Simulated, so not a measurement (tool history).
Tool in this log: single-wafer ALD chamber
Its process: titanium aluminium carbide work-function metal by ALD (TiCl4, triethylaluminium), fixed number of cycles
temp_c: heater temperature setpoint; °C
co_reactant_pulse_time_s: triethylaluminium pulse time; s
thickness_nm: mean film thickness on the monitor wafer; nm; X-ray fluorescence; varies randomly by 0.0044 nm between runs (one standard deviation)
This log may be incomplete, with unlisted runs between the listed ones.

Run 1, hour 0: temp_c 315 °C, co_reactant_pulse_time_s 8.77 s. Result: thickness_nm 1.943 nm.
Run 2, hour 0.6: temp_c 309 °C, co_reactant_pulse_time_s 8.77 s. Result: thickness_nm 1.8976 nm.
Run 3, hour 3.7: temp_c 303 °C, co_reactant_pulse_time_s 8.77 s. Result: thickness_nm 1.8464 nm.
Run 4, hour 4.2: temp_c 311 °C, co_reactant_pulse_time_s 8.77 s. Result: thickness_nm 1.905 nm.
Run 5, hour 11.9: temp_c 316 °C, co_reactant_pulse_time_s 8.98 s. Result: thickness_nm 1.96 nm.
Run 6, hour 13: temp_c 319 °C, co_reactant_pulse_time_s 9.11 s. Result: thickness_nm 1.9763 nm.
Run 7, hour 20.1: temp_c 322 °C, co_reactant_pulse_time_s 9.27 s. Result: thickness_nm 2.0002 nm.
Run 8, hour 23: temp_c 325 °C, co_reactant_pulse_time_s 9.41 s. Result: thickness_nm 2.0416 nm.
Run 9, hour 24.5: temp_c 326 °C, co_reactant_pulse_time_s 9.46 s. Result: thickness_nm 2.0435 nm.
Run 10, hour 32.1: temp_c 327 °C, co_reactant_pulse_time_s 9.52 s. Result: thickness_nm 2.0493 nm.

The next listed run, before its measurement:
Run 11, hour 38.6: temp_c 328 °C, co_reactant_pulse_time_s 9.58 s. Result: thickness_nm ?.

Logged for run 11: thickness_nm 2.0645 nm.
